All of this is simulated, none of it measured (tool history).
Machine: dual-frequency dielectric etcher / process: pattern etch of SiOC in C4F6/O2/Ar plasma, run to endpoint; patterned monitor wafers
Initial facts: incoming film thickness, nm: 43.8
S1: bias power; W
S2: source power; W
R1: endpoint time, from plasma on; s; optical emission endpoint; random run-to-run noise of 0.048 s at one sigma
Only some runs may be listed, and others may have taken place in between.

Run 1, day 0: S1 494 W, S2 430 W. Result: R1 14.992 s.
Run 2, day 0.029: S1 416 W, S2 430 W. Result: R1 16.03 s.
Run 3, day 0.162: S1 416 W, S2 370 W. Result: R1 16.588 s.
Run 4, day 0.308: S1 500 W, S2 380 W. Result: R1 15.36 s.
Run 5, day 0.575: S1 500 W, S2 340 W. Result: R1 15.586 s.
Run 6, day 0.85: S1 561 W, S2 340 W. Result: R1 15.006 s.
Run 7, day 1.104: S1 603 W, S2 360 W. Result: R1 14.499 s.
Run 8, day 1.471: S1 633 W, S2 380 W. Result: R1 13.903 s.
Run 9, day 1.633: S1 651 W, S2 380 W. Result: R1 13.736 s.
Run 10, day 1.904: S1 664 W, S2 380 W. Result: R1 13.635 s.
Run 11, day 2.254: S1 673 W, S2 380 W. Result: R1 13.584 s.

For run 12, what comes out?
Run 12, day 2.471: S1 679 W, S2 380 W. Result: R1 ?.

Run 12 gave R1 13.541 s.

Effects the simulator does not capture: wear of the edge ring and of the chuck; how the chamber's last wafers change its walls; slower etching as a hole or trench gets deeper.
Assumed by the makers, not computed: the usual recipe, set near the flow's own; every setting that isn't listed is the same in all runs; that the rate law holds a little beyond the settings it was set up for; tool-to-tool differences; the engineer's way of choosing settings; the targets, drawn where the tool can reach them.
